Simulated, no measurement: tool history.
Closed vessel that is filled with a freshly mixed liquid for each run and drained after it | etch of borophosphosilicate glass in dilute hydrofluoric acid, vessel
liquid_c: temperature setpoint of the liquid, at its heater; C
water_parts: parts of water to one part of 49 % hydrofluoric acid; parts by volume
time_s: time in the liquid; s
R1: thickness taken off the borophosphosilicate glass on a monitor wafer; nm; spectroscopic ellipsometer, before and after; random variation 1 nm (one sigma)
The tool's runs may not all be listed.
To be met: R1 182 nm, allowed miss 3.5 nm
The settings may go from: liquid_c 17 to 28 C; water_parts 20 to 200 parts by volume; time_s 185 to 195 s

Run 1, hour 0: liquid_c 20 C, water_parts 110 parts by volume, time_s 185 s. Result: R1 59.125 nm.
Run 2, hour 1.3: liquid_c 21 C, water_parts 100 parts by volume, time_s 185 s. Result: R1 68.325 nm.
Run 3, hour 5.8: liquid_c 21 C, water_parts 70 parts by volume, time_s 185 s. Result: R1 99.735 nm.
Run 4, hour 9.1: liquid_c 22 C, water_parts 65 parts by volume, time_s 185 s. Result: R1 113.59 nm.
Run 5, hour 9.9: liquid_c 19.5 C, water_parts 65 parts by volume, time_s 185 s. Result: R1 102.85 nm.
Run 6, hour 15.8: liquid_c 20.5 C, water_parts 60 parts by volume, time_s 185 s. Result: R1 117.1 nm.
Run 7, hour 22.5: liquid_c 21.5 C, water_parts 60 parts by volume, time_s 185 s. Result: R1 123.03 nm.
Run 8, hour 23.1: liquid_c 22.5 C, water_parts 60 parts by volume, time_s 185 s. Result: R1 126.99 nm.
Run 9, hour 24.2: liquid_c 23.5 C, water_parts 60 parts by volume, time_s 185 s. Result: R1 133.22 nm.
Run 10, hour 30.3: liquid_c 24 C, water_parts 60 parts by volume, time_s 185 s. Result: R1 134.63 nm.
Run 11, hour 32.3: liquid_c 24.5 C, water_parts 60 parts by volume, time_s 185 s. Result: R1 138.3 nm.
Run 12, hour 39.9: liquid_c 25 C, water_parts 60 parts by volume, time_s 185 s. Result: R1 139.54 nm.
Run 13, hour 40.6: liquid_c 25.5 C, water_parts 60 parts by volume, time_s 185 s. Result: R1 144.38 nm.
Run 14, hour 42.8: liquid_c 26 C, water_parts 60 parts by volume, time_s 185 s. Result: R1 146.17 nm.
Run 15, hour 51.6: liquid_c 26.5 C, water_parts 60 parts by volume, time_s 185 s. Result: R1 148.7 nm.
Run 16, hour 55.6: liquid_c 27.5 C, water_parts 55 parts by volume, time_s 185 s. Result: R1 171.76 nm.

Which of these 4 next moves meets every target?
Run A, hour 59.6: liquid_c 27.5 C, water_parts 60 parts by volume, time_s 185 s. Result: R1 ?.
Run B, hour 59.6: liquid_c 26 C, water_parts 55 parts by volume, time_s 195 s. Result: R1 ?.
Run C, hour 59.6: liquid_c 28 C, water_parts 55 parts by volume, time_s 195 s. Result: R1 ?.
Run D, hour 59.6: liquid_c 27 C, water_parts 60 parts by volume, time_s 195 s. Result: R1 ?.

move      R1
   A  155.94
   B  170.06
   C  184.23
   D  161.14
A: further off than the last run
B: further off than the last run
C: meets every target
D: further off than the last run
Move C is the one to make.
